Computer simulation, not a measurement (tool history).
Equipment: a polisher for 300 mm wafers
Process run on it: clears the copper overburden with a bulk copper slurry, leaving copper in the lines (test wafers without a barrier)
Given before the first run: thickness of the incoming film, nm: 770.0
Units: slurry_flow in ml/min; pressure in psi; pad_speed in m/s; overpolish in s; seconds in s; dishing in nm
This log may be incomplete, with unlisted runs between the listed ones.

run,hour,slurry_flow,pressure,pad_speed,slurry_solids,overpolish,seconds,dishing
1,0,305,2.1,1.22,1,18,123.34,67.042
2,2.7,305,2.2,1.22,1,18,116.77,69.775
3,5.4,305,2.3,1.22,1,18,111.67,72.872
4,8.3,305,2.3,1.22,1,10,111.53,48.897
5,12.9,305,2.3,1.04,1,10,130.48,45.648
6,18.2,305,2.3,1.04,0.9,10,131.39,44.224
7,25.2,310,2.4,1.06,0.9,11,124.6,50.045
8,29.7,310,2.5,1.1,0.9,12,116.5,54.842

What will run 9 give?
9,34.5,310,2.6,1.14,0.9,13,?,?

seconds: 108.65 s
dishing: 61.4 nm
